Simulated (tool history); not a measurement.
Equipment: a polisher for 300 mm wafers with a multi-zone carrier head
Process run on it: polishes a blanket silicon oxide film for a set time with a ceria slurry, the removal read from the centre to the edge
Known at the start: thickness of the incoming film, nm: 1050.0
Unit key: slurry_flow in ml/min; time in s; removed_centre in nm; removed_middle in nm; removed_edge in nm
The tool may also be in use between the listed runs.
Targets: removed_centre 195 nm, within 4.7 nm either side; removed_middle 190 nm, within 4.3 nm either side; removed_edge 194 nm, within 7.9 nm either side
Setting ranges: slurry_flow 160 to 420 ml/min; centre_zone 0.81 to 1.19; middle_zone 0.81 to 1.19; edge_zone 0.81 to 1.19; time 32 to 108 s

run 1 hour=0 | slurry_flow=270 centre_zone=1 middle_zone=1 edge_zone=1 time=70 | removed_centre=238.23 removed_middle=239.98 removed_edge=236.77
run 2 hour=7.3 | slurry_flow=270 centre_zone=1 middle_zone=1 edge_zone=1 time=79 | removed_centre=266.22 removed_middle=269.76 removed_edge=274.57
run 3 hour=8.4 | slurry_flow=270 centre_zone=0.98 middle_zone=0.97 edge_zone=0.97 time=76 | removed_centre=253.43 removed_middle=256.93 removed_edge=257.4
run 4 hour=14.1 | slurry_flow=270 centre_zone=0.98 middle_zone=0.97 edge_zone=0.97 time=60 | removed_centre=201.01 removed_middle=201.24 removed_edge=201.76
run 5 hour=20.9 | slurry_flow=260 centre_zone=0.98 middle_zone=0.96 edge_zone=0.96 time=60 | removed_centre=199.43 removed_middle=200.17 removed_edge=199.96
run 6 hour=23.1 | slurry_flow=330 centre_zone=0.98 middle_zone=0.96 edge_zone=0.96 time=60 | removed_centre=203.48 removed_middle=203.7 removed_edge=201.05
run 7 hour=24.3 | slurry_flow=330 centre_zone=0.98 middle_zone=0.96 edge_zone=0.96 time=60 | removed_centre=205.23 removed_middle=201.43 removed_edge=202.01
run 8 hour=31.9 | slurry_flow=325 centre_zone=0.97 middle_zone=0.95 edge_zone=0.95 time=60 | removed_centre=201.78 removed_middle=202.93 removed_edge=202.17
run 9 hour=35.4 | slurry_flow=320 centre_zone=0.97 middle_zone=0.94 edge_zone=0.94 time=60 | removed_centre=202.93 removed_middle=202.48 removed_edge=202.62
run 10 hour=43.9 | slurry_flow=315 centre_zone=0.97 middle_zone=0.93 edge_zone=0.94 time=59 | removed_centre=195.92 removed_middle=194.54 removed_edge=196.81

Which one of the following 5 next-run settings gets every result inside its allowed miss? There is exactly one.
run A hour=52.4 | slurry_flow=295 centre_zone=0.98 middle_zone=1.01 edge_zone=0.86 time=58 | removed_centre=? removed_middle=? removed_edge=?
run B hour=52.4 | slurry_flow=205 centre_zone=1 middle_zone=0.93 edge_zone=0.95 time=60 | removed_centre=? removed_middle=? removed_edge=?
run C hour=52.4 | slurry_flow=340 centre_zone=1.01 middle_zone=0.89 edge_zone=0.96 time=56 | removed_centre=? removed_middle=? removed_edge=?
run D hour=52.4 | slurry_flow=220 centre_zone=0.97 middle_zone=0.96 edge_zone=0.97 time=61 | removed_centre=? removed_middle=? removed_edge=?
run E hour=52.4 | slurry_flow=380 centre_zone=0.91 middle_zone=0.92 edge_zone=0.91 time=61 | removed_centre=? removed_middle=? removed_edge=?

move=A removed_centre=195.38 removed_middle=204.44 removed_edge=184.26
move=B removed_centre=196.79 removed_middle=190.9 removed_edge=193.74
move=C removed_centre=196.53 removed_middle=181.83 removed_edge=189.25
move=D removed_centre=196.49 removed_middle=200.52 removed_edge=200.17
move=E removed_centre=196.45 removed_middle=204.88 removed_edge=202.37
A: the biggest miss grows against the last run
B: hits every target within its allowed miss
C: pushes the last run's worst result past its target
D: the biggest miss grows against the last run
E: the biggest miss grows against the last run
Move B is the one to make.
